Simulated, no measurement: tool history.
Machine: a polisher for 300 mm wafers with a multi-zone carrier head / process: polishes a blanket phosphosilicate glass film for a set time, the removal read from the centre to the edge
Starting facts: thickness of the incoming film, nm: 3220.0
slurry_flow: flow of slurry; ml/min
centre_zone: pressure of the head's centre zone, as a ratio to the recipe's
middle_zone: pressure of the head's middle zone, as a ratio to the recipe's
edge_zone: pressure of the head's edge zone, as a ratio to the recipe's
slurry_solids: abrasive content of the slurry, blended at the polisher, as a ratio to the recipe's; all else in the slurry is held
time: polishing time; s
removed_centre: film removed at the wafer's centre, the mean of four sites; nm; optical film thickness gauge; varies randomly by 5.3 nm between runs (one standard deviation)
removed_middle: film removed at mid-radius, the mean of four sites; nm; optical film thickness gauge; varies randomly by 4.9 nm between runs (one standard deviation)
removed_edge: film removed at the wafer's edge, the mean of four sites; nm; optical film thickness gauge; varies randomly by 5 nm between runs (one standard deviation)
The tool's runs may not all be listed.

run,hour,slurry_flow,centre_zone,middle_zone,edge_zone,slurry_solids,time,removed_centre,removed_middle,removed_edge
1,0.0,160,1.00,1.00,1.00,1.00,39,445.08,464.34,462.79
2,7.5,155,0.99,0.97,0.99,0.95,39,427.36,437.05,449.00
3,15.9,150,0.98,0.95,0.98,0.90,39,415.76,425.03,433.00
4,19.1,145,0.97,0.93,0.98,0.90,39,417.32,414.27,438.65
5,24.5,145,0.97,1.00,0.98,0.90,39,418.58,442.44,433.77
6,28.7,145,0.96,0.98,0.98,0.85,39,406.81,427.30,426.25
7,30.7,145,0.96,0.98,0.98,0.85,39,400.23,419.43,430.66
8,37.0,145,0.96,0.96,0.98,0.80,39,386.42,401.42,419.28
9,45.7,145,0.96,0.95,0.98,0.80,39,380.13,400.26,407.09

The next listed run, before its measurement:
10,47.4,140,0.96,0.93,0.99,0.80,39,?,?,?

removed_centre: 378.96 nm
removed_middle: 385.32 nm
removed_edge: 421.98 nm
